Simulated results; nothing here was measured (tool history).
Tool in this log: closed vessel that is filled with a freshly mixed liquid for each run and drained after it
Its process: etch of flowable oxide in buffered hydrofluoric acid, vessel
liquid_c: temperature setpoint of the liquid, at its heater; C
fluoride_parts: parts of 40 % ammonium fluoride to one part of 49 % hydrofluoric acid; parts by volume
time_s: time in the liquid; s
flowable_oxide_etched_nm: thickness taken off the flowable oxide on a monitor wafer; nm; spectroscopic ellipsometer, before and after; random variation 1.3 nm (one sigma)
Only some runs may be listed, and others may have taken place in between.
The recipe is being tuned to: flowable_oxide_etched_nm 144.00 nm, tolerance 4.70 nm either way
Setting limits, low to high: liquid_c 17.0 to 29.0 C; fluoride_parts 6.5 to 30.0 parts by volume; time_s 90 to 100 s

| run | day | liquid_c | fluoride_parts | time_s | flowable_oxide_etched_nm |
|---|---|---|---|---|---|
| 1 | 0.000 | 21.0 | 18.5 | 90 | 167.55 |
| 2 | 0.038 | 21.0 | 18.5 | 100 | 186.06 |
| 3 | 0.229 | 20.0 | 19.0 | 100 | 168.63 |
| 4 | 0.462 | 20.0 | 17.0 | 100 | 193.21 |
| 5 | 0.788 | 20.0 | 17.0 | 100 | 189.23 |
| 6 | 1.042 | 19.0 | 17.5 | 100 | 171.59 |
| 7 | 1.258 | 18.5 | 17.5 | 100 | 171.47 |
| 8 | 1.438 | 18.0 | 18.0 | 100 | 160.52 |
| 9 | 1.650 | 17.5 | 18.5 | 100 | 150.84 |

Next run, 4 choices. One meets every target within its allowed miss, the rest don't. Which?
| A | 1.862 | 19.5 | 19.5 | 95 | ? |
| B | 1.862 | 17.0 | 18.0 | 100 | ? |
| C | 1.862 | 17.5 | 18.5 | 95 | ? |
| D | 1.862 | 17.0 | 17.0 | 100 | ? |

| move | flowable_oxide_etched_nm |
|---|---|
| A | 152.63 |
| B | 150.88 |
| C | 143.55 |
| D | 159.64 |
A: moves away from the targets compared with the last run
B: no nearer and no further than the last run
C: all results land within tolerance of their targets
D: moves away from the targets compared with the last run
The move that meets every target is C.

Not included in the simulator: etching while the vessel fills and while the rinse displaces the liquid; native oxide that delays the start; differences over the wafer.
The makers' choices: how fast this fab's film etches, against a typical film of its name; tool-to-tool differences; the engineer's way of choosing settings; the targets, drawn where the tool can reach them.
